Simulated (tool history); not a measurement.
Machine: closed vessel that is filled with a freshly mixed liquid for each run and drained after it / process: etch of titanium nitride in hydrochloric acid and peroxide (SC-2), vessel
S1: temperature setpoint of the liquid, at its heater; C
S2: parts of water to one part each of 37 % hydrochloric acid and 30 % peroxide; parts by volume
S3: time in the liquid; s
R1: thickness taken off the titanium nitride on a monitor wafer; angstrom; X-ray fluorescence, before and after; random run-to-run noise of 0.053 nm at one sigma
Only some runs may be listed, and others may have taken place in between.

run 1 hour=0.0 | S1=60.0 S2=8.5 S3=95 | R1=46.763
run 2 hour=8.8 | S1=54.0 S2=8.5 S3=95 | R1=31.840
run 3 hour=11.5 | S1=54.0 S2=8.5 S3=95 | R1=32.067
run 4 hour=19.4 | S1=58.5 S2=8.5 S3=95 | R1=42.790
-- hour=22.5 new drum of peroxide connected
run 5 hour=22.5 | S1=58.5 S2=11.0 S3=95 | R1=36.499
run 6 hour=27.0 | S1=58.5 S2=11.0 S3=65 | R1=25.233
run 7 hour=36.0 | S1=66.5 S2=8.0 S3=65 | R1=53.633
run 8 hour=43.6 | S1=68.0 S2=7.5 S3=65 | R1=61.823
run 9 hour=50.3 | S1=69.0 S2=7.5 S3=65 | R1=65.743
run 10 hour=54.9 | S1=70.0 S2=7.5 S3=65 | R1=69.485

Run 11 has not been measured yet. What should we expect?
run 11 hour=56.6 | S1=70.5 S2=7.5 S3=65 | R1=?

R1: 70.682 angstrom

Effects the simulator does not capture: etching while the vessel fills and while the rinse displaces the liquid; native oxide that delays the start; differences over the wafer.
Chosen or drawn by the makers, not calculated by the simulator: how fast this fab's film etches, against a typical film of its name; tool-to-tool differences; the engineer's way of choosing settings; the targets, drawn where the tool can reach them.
